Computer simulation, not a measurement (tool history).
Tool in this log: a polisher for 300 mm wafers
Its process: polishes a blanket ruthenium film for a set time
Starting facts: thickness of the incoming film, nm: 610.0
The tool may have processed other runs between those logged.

| run | hour | flow of slurry (ml/min) | pressure of the wafer on the pad (psi) | speed of the pad under the wafer (cm/s) | polishing time (s) | film removed (angstrom) |
|---|---|---|---|---|---|---|
| 1 | 0 | 290 | 2 | 106 | 42 | 486.47 |
| 2 | 6.8 | 290 | 2.5 | 106 | 42 | 602.34 |
| 3 | 8.3 | 350 | 2.5 | 106 | 42 | 607.99 |
| 4 | 16.3 | 350 | 2.5 | 106 | 38 | 550.11 |
| 5 | 20.6 | 350 | 2.5 | 92 | 38 | 476.11 |
| 6 | 24.8 | 350 | 2.7 | 102 | 38 | 570.16 |
| 7 | 29.8 | 350 | 2.7 | 102 | 38 | 575.79 |
| 8 | 33.5 | 350 | 2.7 | 102 | 38 | 570.35 |

The next listed run, before its measurement:
| 9 | 41.2 | 350 | 2.8 | 110 | 38 | ? |

Run 9 produced film removed (angstrom) 649.95.
